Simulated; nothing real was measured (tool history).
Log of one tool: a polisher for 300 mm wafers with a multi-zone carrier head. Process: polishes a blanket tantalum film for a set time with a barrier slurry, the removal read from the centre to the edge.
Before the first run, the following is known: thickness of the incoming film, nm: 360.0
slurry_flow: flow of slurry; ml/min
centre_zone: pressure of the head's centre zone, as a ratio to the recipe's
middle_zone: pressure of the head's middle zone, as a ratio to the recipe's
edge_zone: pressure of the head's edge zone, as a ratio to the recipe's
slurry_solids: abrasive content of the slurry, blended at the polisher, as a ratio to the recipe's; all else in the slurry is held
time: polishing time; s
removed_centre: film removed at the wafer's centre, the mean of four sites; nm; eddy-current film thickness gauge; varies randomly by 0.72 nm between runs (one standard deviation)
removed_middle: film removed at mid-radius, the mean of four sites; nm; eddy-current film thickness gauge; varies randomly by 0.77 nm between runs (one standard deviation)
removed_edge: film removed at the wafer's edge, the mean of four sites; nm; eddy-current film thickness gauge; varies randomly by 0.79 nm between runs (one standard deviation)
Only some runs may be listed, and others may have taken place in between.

run  hour  slurry_flow  centre_zone  middle_zone  edge_zone  slurry_solids  time  removed_centre  removed_middle  removed_edge
  1     0          295            1            1          1              1    49          72.568          75.178         73.51
  2   2.3          295         0.98         1.02       1.03            1.1    51          76.444          81.846        77.721
  3  10.8          295         1.06         1.02       1.03            1.1    51          80.775          80.314        79.069
  4  16.3          275         1.02         1.02       1.06           1.15    53          82.377          83.373        83.252
  5  21.6          275         1.02         1.02       1.06           0.95    53          78.963          80.152         80.43
  6  26.1          265         0.98         1.03       1.08           1.05    55          80.376           85.73        85.608
  7  28.9          260         0.96         1.04        1.1            1.1    56           79.87          88.614        89.373
  8  37.7          265         0.95         1.05       1.11           1.15    57          80.458          91.484        91.276
  9  45.2          265         0.95         1.06       1.12            1.2    58          85.177          95.102        94.131
 10  49.6          260         0.93         1.07       1.13           1.25    59          83.583          98.572        95.659
 11  56.4          265         0.92         1.07       1.14            1.3    60          84.194          100.24        99.374

What does the tool deliver on the next run?
 12  64.6          270         0.92         1.08       1.15           1.35    61               ?               ?             ?

removed_centre: 86.019 nm
removed_middle: 104.58 nm
removed_edge: 102.19 nm
